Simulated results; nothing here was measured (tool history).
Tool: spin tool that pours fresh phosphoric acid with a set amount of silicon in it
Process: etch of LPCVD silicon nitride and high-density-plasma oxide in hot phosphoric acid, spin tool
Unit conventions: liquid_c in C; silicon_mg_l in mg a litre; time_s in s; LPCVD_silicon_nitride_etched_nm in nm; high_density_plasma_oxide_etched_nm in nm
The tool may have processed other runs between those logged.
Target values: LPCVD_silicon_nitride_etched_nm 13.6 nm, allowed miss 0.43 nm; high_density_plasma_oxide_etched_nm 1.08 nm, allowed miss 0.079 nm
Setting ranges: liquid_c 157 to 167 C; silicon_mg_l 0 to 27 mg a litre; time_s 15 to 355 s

run	hour	liquid_c	silicon_mg_l	time_s	LPCVD_silicon_nitride_etched_nm	high_density_plasma_oxide_etched_nm
1	0	162	12	180	16.419	0.94955
2	5.4	162	9	170	15.692	1.0197
3	8.3	162	7	165	15.351	1.0107
4	9.8	162	5	155	14.265	0.96346
5	14.8	162	9	155	14.337	0.90752
6	19.5	162	9	80	7.3284	0.46127
7	23.3	162.5	7.5	95	8.8083	0.58681
8	31.2	163	6.5	105	9.9013	0.69565

Next run, 5 choices. One meets every target within its allowed miss, the rest don't. Which?
A	39.1	164.5	7	125	?	?
B	39.1	161.5	24	155	?	?
C	39.1	161.5	7.5	160	?	?
D	39.1	164.5	3.5	135	?	?
E	39.1	163	3.5	155	?	?

move	LPCVD_silicon_nitride_etched_nm	high_density_plasma_oxide_etched_nm
A	12.459	0.91485
B	13.988	0.5884
C	14.439	0.93067
D	13.456	1.0601
E	14.703	1.0912
A: nearer the targets than the last run, but a result is still out of spec
B: the worst result of the last run now meets its target, but another is out of spec
C: takes the result that was furthest off past its target
D: meets every target
E: takes the result that was furthest off past its target
The right move is D.
